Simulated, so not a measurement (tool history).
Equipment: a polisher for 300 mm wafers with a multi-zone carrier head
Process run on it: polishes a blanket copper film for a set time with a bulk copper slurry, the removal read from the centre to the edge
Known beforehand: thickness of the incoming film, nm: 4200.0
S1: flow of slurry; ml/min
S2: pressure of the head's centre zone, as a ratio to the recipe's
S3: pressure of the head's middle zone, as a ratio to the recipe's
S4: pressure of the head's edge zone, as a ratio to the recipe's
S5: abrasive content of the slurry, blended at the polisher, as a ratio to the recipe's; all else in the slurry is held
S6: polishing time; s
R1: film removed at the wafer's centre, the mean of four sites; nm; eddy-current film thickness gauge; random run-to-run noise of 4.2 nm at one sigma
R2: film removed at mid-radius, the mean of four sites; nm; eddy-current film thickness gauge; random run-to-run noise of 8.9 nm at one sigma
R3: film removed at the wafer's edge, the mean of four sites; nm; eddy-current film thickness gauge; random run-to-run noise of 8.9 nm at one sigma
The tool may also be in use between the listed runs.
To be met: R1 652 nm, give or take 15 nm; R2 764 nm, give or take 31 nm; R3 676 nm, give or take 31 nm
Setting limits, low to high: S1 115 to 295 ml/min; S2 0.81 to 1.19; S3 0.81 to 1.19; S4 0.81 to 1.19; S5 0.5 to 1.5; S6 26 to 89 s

run  hour   S1    S2    S3    S4    S5  S6      R1      R2      R3
  1     0  190     1     1     1     1  57  536.33  547.94  525.91
  2   6.8  190     1  0.96     1     1  57  533.12  524.27  519.91
  3   7.5  200  1.01  1.02  1.04   1.1  57  553.55  570.94  571.68
  4  14.5  200  1.01   1.1  1.04   1.1  57  557.71  615.77  559.04
  5  15.1  200  1.01   1.1   1.1   1.1  57   558.8  616.14  559.42
  6  21.2  200  0.94   1.1   1.1   1.1  57  519.23  607.44  569.01
  7  23.7  215  0.96  1.12   1.1   1.2  57  546.23  647.03  599.47
  8  24.6  230  0.98  1.14   1.1  1.25  57  571.41   654.4  586.56
  9  27.5  225  0.98  1.15   1.1   1.3  58  584.95  679.64  610.08
 10  35.4  225  0.98  1.15   1.1   1.3  58   585.2  685.82  594.83
 11  37.2  230  0.98  1.15  1.12  1.35  59     605  709.78  641.83
 12  43.5  230  0.98  1.15  1.12  1.35  59  602.52  714.34  629.01

Exercise: of the 5 proposed moves below, exactly one satisfies all targets within the stated allowed misses. Which move is it?
  A  49.8  225  0.83  1.16  1.14  1.35  64   ?   ?   ?
  B  49.8  185  0.87  1.14  1.15   1.5  58   ?   ?   ?
  C  49.8  200  0.99  1.09  1.13   1.4  63   ?   ?   ?
  D  49.8  235  0.97  1.15  1.08   1.2  66   ?   ?   ?
  E  49.8  265  1.05  1.02  1.06  1.35  59   ?   ?   ?

move      R1      R2      R3
   A  551.78  756.71  701.91
   B  520.71  673.21  641.83
   C  642.03  699.88  686.16
   D  650.38  755.55  687.66
   E  658.96   637.2  636.02
A: its largest miss is bigger than the last run's
B: its largest miss is bigger than the last run's
C: corrects the largest miss of the last run, while another result sits out of spec
D: in spec on every target
E: corrects the largest miss of the last run, while another result sits out of spec
The right move is D.

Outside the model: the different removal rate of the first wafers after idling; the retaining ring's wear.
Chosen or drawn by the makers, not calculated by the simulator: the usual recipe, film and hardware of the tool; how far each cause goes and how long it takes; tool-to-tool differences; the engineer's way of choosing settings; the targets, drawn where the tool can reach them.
